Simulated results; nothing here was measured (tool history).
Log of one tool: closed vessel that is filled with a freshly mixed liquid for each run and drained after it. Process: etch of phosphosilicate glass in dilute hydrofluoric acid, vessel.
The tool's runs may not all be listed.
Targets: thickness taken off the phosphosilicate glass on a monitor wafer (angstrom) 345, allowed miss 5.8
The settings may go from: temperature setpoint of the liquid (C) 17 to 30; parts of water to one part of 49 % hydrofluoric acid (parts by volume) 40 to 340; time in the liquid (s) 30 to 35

run	hour	temperature setpoint of the liquid (C)	parts of water to one part of 49 % hydrofluoric acid (parts by volume)	time in the liquid (s)	thickness taken off the phosphosilicate glass on a monitor wafer (angstrom)
1	0	22	190	35	305.81
2	9	19	190	35	271.8
3	9.7	17	190	35	249.85
4	15.2	17	190	30	214.42
5	16.2	19.5	190	30	236.11
6	24.5	22.5	190	30	265.25
7	26.8	25	190	30	291.93
8	30.8	29	190	30	336.79

5 next moves are on the table. One of them brings every result within its allowed miss. Which?
A	34.8	29	195	30	?
B	34.8	28	190	30	?
C	34.8	30	200	30	?
D	34.8	28	185	30	?
E	34.8	29.5	215	35	?

move	thickness taken off the phosphosilicate glass on a monitor wafer (angstrom)
A	326.49
B	325.39
C	327.61
D	336.19
E	343.19
A: further off than the last run
B: further off than the last run
C: further off than the last run
D: further off than the last run
E: meets every target
The right move is E.

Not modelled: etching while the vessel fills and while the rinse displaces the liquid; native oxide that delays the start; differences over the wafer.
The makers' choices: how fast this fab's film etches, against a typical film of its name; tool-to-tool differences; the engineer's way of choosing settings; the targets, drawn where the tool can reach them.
